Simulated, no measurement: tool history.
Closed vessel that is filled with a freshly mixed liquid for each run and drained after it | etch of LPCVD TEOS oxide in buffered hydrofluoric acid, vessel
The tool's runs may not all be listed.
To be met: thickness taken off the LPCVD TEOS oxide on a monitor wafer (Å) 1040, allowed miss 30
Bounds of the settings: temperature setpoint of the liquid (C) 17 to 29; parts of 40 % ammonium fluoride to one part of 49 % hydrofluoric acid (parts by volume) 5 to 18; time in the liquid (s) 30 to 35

run	day	temperature setpoint of the liquid (C)	parts of 40 % ammonium fluoride to one part of 49 % hydrofluoric acid (parts by volume)	time in the liquid (s)	thickness taken off the LPCVD TEOS oxide on a monitor wafer (Å)
1	0	21	11	35	497.64
2	0.108	21	11	30	427.58
3	0.4	22.5	10	30	507.52
4	0.754	19.5	10	30	431.67
5	0.904	19.5	10	35	502.37
6	0.95	17	10	35	436.28
7	1.117	19	9.5	35	508.79
8	1.188	20.5	9	35	568.54
9	1.292	22	8.5	35	647.62
10	1.612	22	8.5	35	660.63
11	1.912	23	8.5	35	688.5
12	2.129	27	6.5	35	1129.4

5 next moves are on the table. One of them brings every result within its allowed miss. Which?
A	2.346	27	5.5	30	?
B	2.346	26.5	6.5	35	?
C	2.346	28.5	7	35	?
D	2.346	25.5	6.5	35	?
E	2.346	27.5	5.5	30	?

move	thickness taken off the LPCVD TEOS oxide on a monitor wafer (Å)
A	1116
B	1099.5
C	1145.1
D	1042.7
E	1145.7
A: nearer than the last run, and not there yet
B: nearer than the last run, and not there yet
C: further off than the last run
D: meets every target
E: further off than the last run
The right move is D.
